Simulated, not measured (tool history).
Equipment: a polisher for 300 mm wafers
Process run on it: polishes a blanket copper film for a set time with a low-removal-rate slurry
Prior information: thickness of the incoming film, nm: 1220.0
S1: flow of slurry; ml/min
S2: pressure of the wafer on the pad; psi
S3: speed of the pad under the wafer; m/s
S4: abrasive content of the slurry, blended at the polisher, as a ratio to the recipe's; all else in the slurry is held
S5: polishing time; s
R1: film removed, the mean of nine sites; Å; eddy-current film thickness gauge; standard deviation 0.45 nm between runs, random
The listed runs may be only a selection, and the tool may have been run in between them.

Run 1, hour 0.0: S1 315 ml/min, S2 1.7 psi, S3 1.40 m/s, S4 1.0, S5 23 s. Result: R1 492.77 Å.
Run 2, hour 4.9: S1 350 ml/min, S2 1.7 psi, S3 1.40 m/s, S4 1.0, S5 23 s. Result: R1 507.42 Å.
Run 3, hour 9.3: S1 350 ml/min, S2 1.7 psi, S3 1.40 m/s, S4 1.0, S5 23 s. Result: R1 503.21 Å.
Run 4, hour 18.2: S1 360 ml/min, S2 1.7 psi, S3 1.40 m/s, S4 1.0, S5 23 s. Result: R1 501.65 Å.
Run 5, hour 24.6: S1 360 ml/min, S2 1.7 psi, S3 1.40 m/s, S4 0.8, S5 23 s. Result: R1 468.53 Å.
Run 6, hour 33.5: S1 360 ml/min, S2 1.7 psi, S3 1.40 m/s, S4 0.8, S5 20 s. Result: R1 413.83 Å.
Run 7, hour 34.1: S1 360 ml/min, S2 1.7 psi, S3 1.40 m/s, S4 0.8, S5 20 s. Result: R1 408.71 Å.
Run 8, hour 41.0: S1 360 ml/min, S2 1.8 psi, S3 1.40 m/s, S4 0.8, S5 20 s. Result: R1 439.30 Å.
Run 9, hour 42.9: S1 360 ml/min, S2 1.9 psi, S3 1.40 m/s, S4 0.8, S5 20 s. Result: R1 455.90 Å.
Run 10, hour 51.8: S1 360 ml/min, S2 2.0 psi, S3 1.40 m/s, S4 0.8, S5 20 s. Result: R1 479.57 Å.

The next listed run, before its measurement:
Run 11, hour 56.7: S1 360 ml/min, S2 2.1 psi, S3 1.40 m/s, S4 0.8, S5 20 s. Result: R1 ?.

R1: 504.75 Å
